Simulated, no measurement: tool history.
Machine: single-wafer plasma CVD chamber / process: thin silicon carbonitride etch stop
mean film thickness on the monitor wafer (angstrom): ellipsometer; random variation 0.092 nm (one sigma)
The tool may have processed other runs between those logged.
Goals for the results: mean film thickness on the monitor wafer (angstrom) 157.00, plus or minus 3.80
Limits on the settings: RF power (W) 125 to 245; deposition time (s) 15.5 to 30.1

run,hour,RF power (W),deposition time (s),mean film thickness on the monitor wafer (angstrom)
1,0.0,185,22.8,135.84
2,8.0,190,23.2,139.24
3,14.3,175,23.2,137.51
4,16.3,175,23.8,140.10
5,18.1,180,24.2,142.93
6,25.0,180,23.1,137.36
7,26.5,185,23.7,141.22
8,34.4,190,24.1,143.33
9,42.1,190,24.1,144.12
# hour 49.3: thermocouple changed; heater temperature recalibrated
10,49.3,190,24.5,149.13
11,53.7,195,24.6,149.87
12,61.0,200,24.7,150.54
13,69.6,200,24.8,151.00

Consider the 5 candidate settings below. Which is the only one whose results all fall within their allowed miss of target?
A,78.2,205,25.6,?
B,78.2,230,23.6,?
C,78.2,210,26.5,?
D,78.2,200,23.9,?
E,78.2,185,23.7,?

move,mean film thickness on the monitor wafer (angstrom)
A,155.97
B,147.65
C,162.35
D,144.80
E,141.11
A: every result lands within tolerance
B: the biggest miss grows against the last run
C: takes the result that was furthest off past its target
D: the biggest miss grows against the last run
E: the biggest miss grows against the last run
Correct choice: A, which meets every target

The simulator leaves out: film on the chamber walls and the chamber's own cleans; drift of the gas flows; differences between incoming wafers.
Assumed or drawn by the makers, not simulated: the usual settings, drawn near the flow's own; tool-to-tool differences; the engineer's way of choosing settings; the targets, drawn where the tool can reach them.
